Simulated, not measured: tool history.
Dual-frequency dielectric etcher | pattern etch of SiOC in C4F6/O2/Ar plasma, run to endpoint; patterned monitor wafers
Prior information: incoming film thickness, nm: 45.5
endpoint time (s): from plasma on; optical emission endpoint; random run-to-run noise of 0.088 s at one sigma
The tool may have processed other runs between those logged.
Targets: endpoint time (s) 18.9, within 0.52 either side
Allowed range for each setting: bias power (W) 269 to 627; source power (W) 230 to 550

| run | hour | bias power (W) | source power (W) | endpoint time (s) |
|---|---|---|---|---|
| 1 | 0 | 448 | 390 | 16.375 |
| 2 | 8 | 448 | 440 | 15.256 |
| 3 | 8.9 | 524 | 440 | 14.519 |
| 4 | 13.4 | 451 | 440 | 15.302 |
| 5 | 18.1 | 406 | 410 | 16.592 |
| 6 | 24.5 | 371 | 400 | 17.553 |
| 7 | 28.1 | 352 | 400 | 17.674 |
| 8 | 34.5 | 334 | 400 | 18.298 |
| 9 | 35.1 | 334 | 400 | 18.184 |

Exercise: of the 5 proposed moves below, exactly one satisfies all targets within the stated allowed misses. Which move is it?
| A | 35.7 | 327 | 420 | ? |
| B | 35.7 | 351 | 400 | ? |
| C | 35.7 | 317 | 430 | ? |
| D | 35.7 | 356 | 400 | ? |
| E | 35.7 | 279 | 430 | ? |

| move | endpoint time (s) |
|---|---|
| A | 17.873 |
| B | 17.805 |
| C | 17.884 |
| D | 17.704 |
| E | 18.815 |
A: its largest miss is bigger than the last run's
B: its largest miss is bigger than the last run's
C: its largest miss is bigger than the last run's
D: its largest miss is bigger than the last run's
E: all results land within tolerance of their targets
E meets every target.
